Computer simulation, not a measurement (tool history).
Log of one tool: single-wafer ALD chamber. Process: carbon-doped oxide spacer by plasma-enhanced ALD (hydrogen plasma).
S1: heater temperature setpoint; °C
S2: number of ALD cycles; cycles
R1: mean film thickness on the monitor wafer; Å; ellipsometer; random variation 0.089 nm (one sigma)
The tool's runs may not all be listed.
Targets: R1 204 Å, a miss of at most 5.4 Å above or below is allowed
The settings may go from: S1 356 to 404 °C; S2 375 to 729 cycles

| run | day | S1 | S2 | R1 |
|---|---|---|---|---|
| 1 | 0 | 380 | 552 | 271.33 |
| 2 | 0.342 | 380 | 518 | 255.76 |
| 3 | 0.704 | 384 | 518 | 254.96 |
| 4 | 1.017 | 384 | 491 | 242.17 |
| 5 | 1.238 | 384 | 471 | 230.45 |
| 6 | 1.4 | 384 | 458 | 227.22 |
| 7 | 1.5 | 384 | 446 | 219.87 |
| 8 | 1.612 | 384 | 438 | 215.55 |
| 9 | 1.762 | 384 | 432 | 213.39 |
| 10 | 2.054 | 384 | 427 | 210.14 |

Which one of the following 5 next-run settings gets every result inside its allowed miss? There is exactly one.
| A | 2.346 | 378 | 460 | ? |
| B | 2.346 | 380 | 445 | ? |
| C | 2.346 | 380 | 441 | ? |
| D | 2.346 | 389 | 414 | ? |
| E | 2.346 | 383 | 449 | ? |

| move | R1 |
|---|---|
| A | 226.77 |
| B | 219.37 |
| C | 217.4 |
| D | 204.09 |
| E | 221.34 |
A: lands further from the targets than the last run did
B: lands further from the targets than the last run did
C: lands further from the targets than the last run did
D: every result lands within tolerance
E: lands further from the targets than the last run did
The right move is D.

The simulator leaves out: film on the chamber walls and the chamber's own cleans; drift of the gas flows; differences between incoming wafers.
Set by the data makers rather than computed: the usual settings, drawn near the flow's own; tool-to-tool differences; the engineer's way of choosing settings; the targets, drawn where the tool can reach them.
